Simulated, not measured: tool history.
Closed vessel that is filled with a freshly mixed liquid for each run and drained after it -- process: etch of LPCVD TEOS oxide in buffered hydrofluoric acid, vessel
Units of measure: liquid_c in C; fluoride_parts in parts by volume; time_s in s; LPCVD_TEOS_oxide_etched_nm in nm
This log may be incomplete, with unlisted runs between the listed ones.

run 1 day=0.000 | liquid_c=22.0 fluoride_parts=12.0 time_s=85 | LPCVD_TEOS_oxide_etched_nm=380.79
run 2 day=0.038 | liquid_c=20.5 fluoride_parts=13.0 time_s=85 | LPCVD_TEOS_oxide_etched_nm=326.47
run 3 day=0.162 | liquid_c=20.5 fluoride_parts=13.0 time_s=85 | LPCVD_TEOS_oxide_etched_nm=326.03
run 4 day=0.408 | liquid_c=19.5 fluoride_parts=14.0 time_s=85 | LPCVD_TEOS_oxide_etched_nm=286.77
run 5 day=0.700 | liquid_c=17.0 fluoride_parts=14.0 time_s=85 | LPCVD_TEOS_oxide_etched_nm=246.42
run 6 day=1.050 | liquid_c=17.0 fluoride_parts=14.0 time_s=85 | LPCVD_TEOS_oxide_etched_nm=249.62
run 7 day=1.096 | liquid_c=17.0 fluoride_parts=14.5 time_s=85 | LPCVD_TEOS_oxide_etched_nm=238.40

Expected results for the next run?
run 8 day=1.288 | liquid_c=17.0 fluoride_parts=15.0 time_s=85 | LPCVD_TEOS_oxide_etched_nm=?

LPCVD_TEOS_oxide_etched_nm: 230.82 nm

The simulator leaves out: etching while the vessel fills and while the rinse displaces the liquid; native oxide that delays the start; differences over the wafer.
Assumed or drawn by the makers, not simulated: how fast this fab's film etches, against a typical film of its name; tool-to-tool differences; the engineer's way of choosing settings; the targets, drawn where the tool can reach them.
